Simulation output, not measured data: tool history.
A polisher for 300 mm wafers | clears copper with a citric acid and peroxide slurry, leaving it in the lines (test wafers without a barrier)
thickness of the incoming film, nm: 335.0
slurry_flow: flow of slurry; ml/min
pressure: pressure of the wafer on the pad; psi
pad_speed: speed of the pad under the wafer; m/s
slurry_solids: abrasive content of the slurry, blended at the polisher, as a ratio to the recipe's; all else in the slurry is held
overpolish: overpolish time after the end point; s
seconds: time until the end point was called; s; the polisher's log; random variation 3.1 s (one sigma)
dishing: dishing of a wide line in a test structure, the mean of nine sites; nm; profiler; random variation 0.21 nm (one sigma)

run	hour	slurry_flow	pressure	pad_speed	slurry_solids	overpolish	seconds	dishing
1	0	190	3.4	1.22	1	17	119.6	13.662
2	6.6	190	3.4	1.22	1	12	126.21	12.405
3	7.4	225	3.4	1.22	1	12	119.56	12.582
4	12.2	225	3.4	1.42	1	12	104.16	13.22
5	15.9	225	3.9	1.42	1	12	91.864	13.427
6	16.6	255	3.9	1.42	1	12	91.492	13.218
7	19.1	250	3.2	1.34	1	14	117.03	13.139
8	20.7	250	2.2	1.22	1	17	164.92	12.39

Forecast run 9:
9	23.8	250	2	1.22	1	18	?	?

seconds: 179.97 s
dishing: 12.144 nm
